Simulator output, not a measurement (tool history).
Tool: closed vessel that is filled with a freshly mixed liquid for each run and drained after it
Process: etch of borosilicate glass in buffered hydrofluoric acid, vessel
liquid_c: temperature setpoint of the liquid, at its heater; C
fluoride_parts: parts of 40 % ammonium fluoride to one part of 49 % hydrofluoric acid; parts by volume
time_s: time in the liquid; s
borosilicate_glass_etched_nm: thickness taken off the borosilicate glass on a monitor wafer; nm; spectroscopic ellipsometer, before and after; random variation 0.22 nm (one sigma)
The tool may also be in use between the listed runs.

run,hour,liquid_c,fluoride_parts,time_s,borosilicate_glass_etched_nm
1,0.0,24.0,21.0,30,17.218
2,5.2,24.0,15.5,30,23.045
3,10.6,24.5,15.5,30,23.634
4,16.5,24.5,11.0,30,33.516
5,18.1,24.5,8.5,30,41.624
6,23.7,22.5,8.5,30,37.418
7,31.1,21.0,9.0,30,31.924

The next listed run, before its measurement:
8,33.7,20.0,9.0,30,?

Run 8 gave borosilicate_glass_etched_nm 30.312 nm.
